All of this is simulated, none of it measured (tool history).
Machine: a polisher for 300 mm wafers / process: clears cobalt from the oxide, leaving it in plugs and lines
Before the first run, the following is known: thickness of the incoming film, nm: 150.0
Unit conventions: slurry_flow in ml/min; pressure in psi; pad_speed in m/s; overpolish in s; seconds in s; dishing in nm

run	hour	slurry_flow	pressure	pad_speed	overpolish	seconds	dishing
1	0	295	1.6	0.98	18	38.084	53.641
2	7.6	325	1.6	0.98	18	37.089	53.655
3	8.2	330	1.6	0.98	18	37.878	52.395
4	14.7	330	1.4	0.98	18	42.562	46.904
5	21.3	330	1.4	0.76	18	54.218	39.019
6	22.4	330	1.5	0.76	18	51.357	42.97
7	29.9	330	1.6	0.76	17	48.297	42.083
8	37.9	330	1.6	0.76	17	48.546	40.698
9	46.1	330	1.7	0.76	17	44.285	43.749
10	50.9	330	1.8	0.76	17	43.05	45.252

Run 11 comes next. What will it give?
11	57.2	330	1.9	0.76	17	?	?

{"run 11": {"seconds": 40.861, "dishing": 44.432}}
